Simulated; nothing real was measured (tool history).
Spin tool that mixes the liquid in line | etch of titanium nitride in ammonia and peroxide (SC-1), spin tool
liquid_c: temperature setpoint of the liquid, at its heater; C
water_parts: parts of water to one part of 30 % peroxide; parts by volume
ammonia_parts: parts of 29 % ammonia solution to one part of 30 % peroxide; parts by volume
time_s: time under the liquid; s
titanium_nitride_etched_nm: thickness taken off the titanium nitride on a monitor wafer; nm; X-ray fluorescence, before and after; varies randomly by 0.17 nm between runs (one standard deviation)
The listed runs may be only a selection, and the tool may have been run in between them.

run  hour  liquid_c  water_parts  ammonia_parts  time_s  titanium_nitride_etched_nm
  1     0        59          6.5            0.6     295                       21.91
  2   8.1        59          6.5            0.6     295                       21.98
  3    14        52          6.5            0.6     295                      13.646
  4  18.2        46          6.5            0.6     295                      8.9002
  5  22.1        49          6.5            0.6     295                      11.184
  6  24.9        49          6.5            0.7     295                      11.175

The next listed run, before its measurement:
  7    32        51          6.5            0.7     295                           ?

For run 7 the tool returned titanium_nitride_etched_nm 12.935 nm.
